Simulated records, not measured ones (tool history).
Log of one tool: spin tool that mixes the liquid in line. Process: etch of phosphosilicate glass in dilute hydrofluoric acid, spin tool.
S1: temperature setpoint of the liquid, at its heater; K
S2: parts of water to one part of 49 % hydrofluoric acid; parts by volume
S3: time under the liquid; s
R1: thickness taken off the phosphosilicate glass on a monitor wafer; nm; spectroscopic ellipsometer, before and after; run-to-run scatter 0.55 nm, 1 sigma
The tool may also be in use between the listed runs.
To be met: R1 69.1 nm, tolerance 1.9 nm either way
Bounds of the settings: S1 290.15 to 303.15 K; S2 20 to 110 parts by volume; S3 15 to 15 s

run,hour,S1,S2,S3,R1
1,0,295.15,60,15,28.371
2,3.6,295.15,70,15,24.07
3,12.1,296.15,65,15,27.337
4,19.4,298.65,65,15,30.271
5,21.7,299.15,60,15,33.609
6,27.4,299.15,80,15,24.704
7,28,299.65,75,15,27.451
8,36.4,300.15,70,15,29.745
9,41.5,300.65,65,15,33.026
10,45.6,301.15,60,15,36.516

4 candidate next runs follow, results not yet known. Just one meets every target within its allowed miss. Identify it.
A,49.7,301.15,35,15,?
B,49.7,300.65,30,15,?
C,49.7,302.65,35,15,?
D,49.7,299.65,30,15,?

move,R1
A,64.832
B,74.671
C,68.862
D,71.677
A: closer than the last run, but not yet in spec
B: pushes the last run's worst result past its target
C: all results in spec
D: pushes the last run's worst result past its target
The move that meets every target is C.
